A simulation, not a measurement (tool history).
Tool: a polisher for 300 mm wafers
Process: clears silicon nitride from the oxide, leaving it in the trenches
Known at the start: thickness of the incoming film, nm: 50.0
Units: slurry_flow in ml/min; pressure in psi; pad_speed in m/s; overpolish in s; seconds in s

{"run": 1, "day": 0.0, "slurry_flow": 185, "pressure": 1.8, "pad_speed": 1.16, "overpolish": 17, "seconds": 63.442}
{"run": 2, "day": 0.15, "slurry_flow": 190, "pressure": 1.9, "pad_speed": 1.16, "overpolish": 17, "seconds": 60.3}
{"run": 3, "day": 0.283, "slurry_flow": 190, "pressure": 2, "pad_speed": 1.16, "overpolish": 17, "seconds": 58.987}
{"run": 4, "day": 0.612, "slurry_flow": 215, "pressure": 2, "pad_speed": 1.16, "overpolish": 17, "seconds": 58.038}
{"run": 5, "day": 0.717, "slurry_flow": 180, "pressure": 2, "pad_speed": 1.16, "overpolish": 17, "seconds": 59.726}
{"run": 6, "day": 0.929, "slurry_flow": 140, "pressure": 2, "pad_speed": 1.16, "overpolish": 17, "seconds": 63.005}
{"run": 7, "day": 1.267, "slurry_flow": 155, "pressure": 2.1, "pad_speed": 1.16, "overpolish": 17, "seconds": 60.014}
{"run": 8, "day": 1.529, "slurry_flow": 170, "pressure": 2.2, "pad_speed": 1.16, "overpolish": 17, "seconds": 56.996}

The next listed run, before its measurement:
{"run": 9, "day": 1.646, "slurry_flow": 180, "pressure": 2.3, "pad_speed": 1.16, "overpolish": 17, "seconds": "?"}

{"run 9": {"seconds": 53.008}}

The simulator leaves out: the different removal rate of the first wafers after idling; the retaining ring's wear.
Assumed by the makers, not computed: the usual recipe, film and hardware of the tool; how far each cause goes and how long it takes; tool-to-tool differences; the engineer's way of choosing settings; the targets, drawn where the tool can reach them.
